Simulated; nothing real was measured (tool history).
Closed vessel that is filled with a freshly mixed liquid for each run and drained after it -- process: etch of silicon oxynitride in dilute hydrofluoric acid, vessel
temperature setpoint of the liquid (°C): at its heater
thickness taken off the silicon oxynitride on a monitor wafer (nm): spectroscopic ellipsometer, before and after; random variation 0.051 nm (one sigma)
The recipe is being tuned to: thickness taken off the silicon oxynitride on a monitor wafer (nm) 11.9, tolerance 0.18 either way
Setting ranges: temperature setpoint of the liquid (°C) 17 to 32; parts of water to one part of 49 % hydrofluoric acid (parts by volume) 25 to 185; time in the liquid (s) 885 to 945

run	day	temperature setpoint of the liquid (°C)	parts of water to one part of 49 % hydrofluoric acid (parts by volume)	time in the liquid (s)	thickness taken off the silicon oxynitride on a monitor wafer (nm)
1	0	24	105	885	14.769
2	0.258	24	75	885	21.209
3	0.321	21	75	885	18.114
4	0.467	21	60	885	23.054
5	0.708	22.5	60	885	24.735
6	0.838	21	70	885	19.644
7	1.167	20	75	885	17.243
# day 1.533: thermometer replaced
8	1.533	19	80	885	17.394
9	1.583	18	120	885	10.738
10	1.738	19	120	885	11.29
11	1.925	19.5	120	885	11.462

Pick the move, out of 4, that brings all results within their allowed miss; only one does.
A	2.112	20	130	920	?
B	2.112	18.5	115	915	?
C	2.112	17.5	120	925	?
D	2.112	22.5	130	890	?

move	thickness taken off the silicon oxynitride on a monitor wafer (nm)
A	11.323
B	11.958
C	10.991
D	12.338
A: moves away from the targets compared with the last run
B: meets every target
C: moves away from the targets compared with the last run
D: carries the result that was furthest off beyond its target, to the other side
The right move is B.
